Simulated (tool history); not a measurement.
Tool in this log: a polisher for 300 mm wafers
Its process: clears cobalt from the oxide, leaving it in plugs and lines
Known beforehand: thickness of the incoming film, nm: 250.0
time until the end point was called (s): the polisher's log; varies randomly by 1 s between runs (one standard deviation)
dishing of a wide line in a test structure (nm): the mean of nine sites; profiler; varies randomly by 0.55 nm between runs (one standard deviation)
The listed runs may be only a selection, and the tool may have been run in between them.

run    day  flow of slurry (ml/min)  pressure of the wafer on the pad (psi)  speed of the pad under the wafer (cm/s)  overpolish time after the end point (s)  time until the end point was called (s)  dishing of a wide line in a test structure (nm)
  1      0                      165                                       2                                      110                                        8                                    36.15                                           31.764
  2  0.333                      180                                       2                                      110                                        8                                   36.758                                           32.345
  3  0.567                      185                                     1.7                                      108                                        9                                    42.86                                           31.679
  4    0.8                      185                                     1.5                                      106                                       10                                    48.84                                           31.223
  5  0.954                      225                                     1.5                                      106                                       10                                   49.165                                           31.141
  6  1.133                      225                                     1.5                                      106                                        9                                   48.549                                           29.585
  7  1.433                      225                                     1.3                                      106                                       10                                   56.793                                           28.544
  8  1.792                      225                                     1.3                                      106                                       11                                   55.621                                           30.887

Run 9 comes next. What will it give?
  9  2.025                      225                                     1.2                                      106                                       12                                        ?                                                ?

time until the end point was called (s): 60.208
dishing of a wide line in a test structure (nm): 30.997
